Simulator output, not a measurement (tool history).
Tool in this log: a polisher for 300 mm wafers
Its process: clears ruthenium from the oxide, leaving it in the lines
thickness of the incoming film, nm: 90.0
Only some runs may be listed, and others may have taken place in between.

run	day	flow of slurry (ml/min)	pressure of the wafer on the pad (kPa)	speed of the pad under the wafer (cm/s)	overpolish time after the end point (s)	time until the end point was called (s)
1	0.000	140	11.7	78	40	100.89
2	0.246	140	11.7	66	40	114.87
3	0.358	145	12.4	66	40	109.58
4	0.604	145	13.1	66	40	102.27
5	0.900	130	13.1	66	40	103.56
6	1.267	105	13.1	66	40	108.80

What does the tool deliver on the next run?
7	1.612	110	13.1	66	40	?

Run 7 came out at time until the end point was called (s) 105.70.

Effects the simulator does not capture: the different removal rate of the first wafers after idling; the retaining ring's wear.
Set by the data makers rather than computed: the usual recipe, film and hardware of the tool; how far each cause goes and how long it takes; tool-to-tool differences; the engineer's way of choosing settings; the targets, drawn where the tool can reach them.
